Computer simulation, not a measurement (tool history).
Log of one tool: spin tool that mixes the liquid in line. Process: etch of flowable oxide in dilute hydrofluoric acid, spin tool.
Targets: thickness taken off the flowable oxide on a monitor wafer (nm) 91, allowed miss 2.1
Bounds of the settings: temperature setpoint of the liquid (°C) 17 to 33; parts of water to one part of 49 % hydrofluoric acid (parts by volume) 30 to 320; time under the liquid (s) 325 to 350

run    day  temperature setpoint of the liquid (°C)  parts of water to one part of 49 % hydrofluoric acid (parts by volume)  time under the liquid (s)  thickness taken off the flowable oxide on a monitor wafer (nm)
  1      0                                       25                                                                     175                        325                                                          58.825
  2  0.067                                       25                                                                     210                        325                                                          47.003
  3  0.338                                     27.5                                                                     210                        325                                                          51.382
  4  0.404                                     28.5                                                                     195                        325                                                          58.068
  5  0.767                                     29.5                                                                     185                        325                                                          64.659
  6  0.817                                       30                                                                     175                        325                                                          70.133
  7  0.962                                     30.5                                                                     170                        325                                                          74.396
  8  1.308                                       31                                                                     165                        325                                                          77.616
  9  1.479                                       33                                                                     150                        325                                                           94.12

5 next moves are on the table. One of them brings every result within its allowed miss. Which?
  A  1.65                                       33                                                                     150                        350                                                               ?
  B  1.65                                     32.5                                                                     150                        350                                                               ?
  C  1.65                                       29                                                                     130                        325                                                               ?
  D  1.65                                       32                                                                     140                        325                                                               ?
  E  1.65                                     32.5                                                                     155                        330                                                               ?

move  thickness taken off the flowable oxide on a monitor wafer (nm)
   A                                                          101.32
   B                                                          99.601
   C                                                          96.999
   D                                                          98.808
   E                                                          90.231
A: further off than the last run
B: further off than the last run
C: further off than the last run
D: further off than the last run
E: meets every target
The right move is E.

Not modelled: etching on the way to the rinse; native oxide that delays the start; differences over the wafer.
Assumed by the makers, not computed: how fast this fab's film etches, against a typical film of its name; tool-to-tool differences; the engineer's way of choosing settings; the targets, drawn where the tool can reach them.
